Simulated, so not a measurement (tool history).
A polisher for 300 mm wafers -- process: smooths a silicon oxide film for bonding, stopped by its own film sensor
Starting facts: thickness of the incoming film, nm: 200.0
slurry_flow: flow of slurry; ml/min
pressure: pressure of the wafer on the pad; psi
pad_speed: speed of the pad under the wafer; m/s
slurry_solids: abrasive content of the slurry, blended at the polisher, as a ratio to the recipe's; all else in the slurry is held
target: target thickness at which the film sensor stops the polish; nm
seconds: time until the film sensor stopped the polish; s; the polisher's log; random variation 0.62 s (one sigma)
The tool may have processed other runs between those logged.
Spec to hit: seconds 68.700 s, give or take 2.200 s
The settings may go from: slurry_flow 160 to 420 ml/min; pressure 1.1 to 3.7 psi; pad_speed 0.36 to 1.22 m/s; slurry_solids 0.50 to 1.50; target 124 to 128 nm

run,hour,slurry_flow,pressure,pad_speed,slurry_solids,target,seconds
1,0.0,270,2.4,0.78,1.00,128,106.980
2,4.0,215,2.4,0.78,1.00,128,109.090
3,6.1,215,2.6,0.78,1.00,128,103.030
4,11.4,215,2.6,0.84,1.00,128,95.602
5,12.7,220,2.8,0.84,1.00,128,89.054
6,15.8,220,2.2,0.84,1.00,128,108.600
7,22.2,220,2.5,0.84,1.00,128,99.670
8,26.1,225,2.7,0.84,1.00,128,91.468
9,34.5,230,2.8,0.84,1.00,128,88.958
10,35.9,230,2.9,0.84,1.00,128,85.608
11,43.3,235,3.0,0.84,1.00,128,83.920
12,46.9,235,3.1,0.84,1.00,128,81.047
13,49.1,235,3.2,0.84,1.00,128,79.178
14,54.3,235,3.3,0.84,1.00,128,77.656
15,61.5,235,3.4,0.84,1.00,128,74.733
16,65.4,235,3.5,0.84,1.00,128,73.151
17,70.9,240,3.6,0.84,1.00,128,71.796

Next run, 5 choices. One meets every target within its allowed miss, the rest don't. Which?
A,76.4,235,3.6,0.84,1.00,126,?
B,76.4,240,3.4,0.82,0.95,128,?
C,76.4,250,3.7,0.78,1.00,128,?
D,76.4,215,3.5,0.98,1.00,124,?
E,76.4,220,3.7,0.74,1.05,127,?

move,seconds
A,73.003
B,77.723
C,73.156
D,68.501
E,76.458
A: further off than the last run
B: further off than the last run
C: further off than the last run
D: in spec on every target
E: further off than the last run
Move D is the one to make.

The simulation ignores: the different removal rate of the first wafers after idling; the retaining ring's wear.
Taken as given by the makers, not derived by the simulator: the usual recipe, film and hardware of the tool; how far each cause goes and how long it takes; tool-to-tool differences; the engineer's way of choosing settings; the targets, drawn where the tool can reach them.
